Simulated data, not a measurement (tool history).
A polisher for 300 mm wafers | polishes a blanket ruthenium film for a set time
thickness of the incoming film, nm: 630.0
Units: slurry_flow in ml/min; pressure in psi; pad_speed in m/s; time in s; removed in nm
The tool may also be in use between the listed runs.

run 1 hour=0 | slurry_flow=230 pressure=2.1 pad_speed=1.08 time=67 | removed=72.305
run 2 hour=3.4 | slurry_flow=230 pressure=1.8 pad_speed=1 time=67 | removed=56.738
run 3 hour=6.8 | slurry_flow=230 pressure=1.6 pad_speed=0.98 time=67 | removed=50.544
run 4 hour=12.3 | slurry_flow=230 pressure=1.4 pad_speed=0.96 time=67 | removed=43.947
run 5 hour=19.9 | slurry_flow=230 pressure=1.4 pad_speed=0.96 time=71 | removed=46.946
run 6 hour=21.6 | slurry_flow=230 pressure=1.4 pad_speed=0.96 time=71 | removed=46.816
run 7 hour=28.4 | slurry_flow=230 pressure=1.3 pad_speed=0.94 time=71 | removed=42.295

Forecast run 8:
run 8 hour=33.8 | slurry_flow=230 pressure=1.2 pad_speed=0.92 time=71 | removed=?

Run 8 gave removed 39.438 nm.
